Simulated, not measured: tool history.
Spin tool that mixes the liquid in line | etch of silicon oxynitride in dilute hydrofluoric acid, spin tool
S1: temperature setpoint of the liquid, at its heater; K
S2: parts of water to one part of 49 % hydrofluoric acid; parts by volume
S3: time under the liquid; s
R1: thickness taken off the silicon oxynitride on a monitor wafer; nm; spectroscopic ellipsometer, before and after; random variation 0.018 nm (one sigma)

run,hour,S1,S2,S3,R1
1,0,297.15,255,275,1.4926
2,4.3,297.15,180,275,2.325
3,5.8,297.15,125,275,3.3126
4,12.1,299.15,125,275,3.6739
5,17.4,299.15,125,295,4.0926
6,18.3,297.65,125,295,3.6235
# hour 21.8: thermometer replaced
7,21.8,293.65,230,275,1.3505

Run 8 comes next. What will it give?
8,30.5,293.15,245,275,?

Run 8 came out at R1 1.1921 nm.
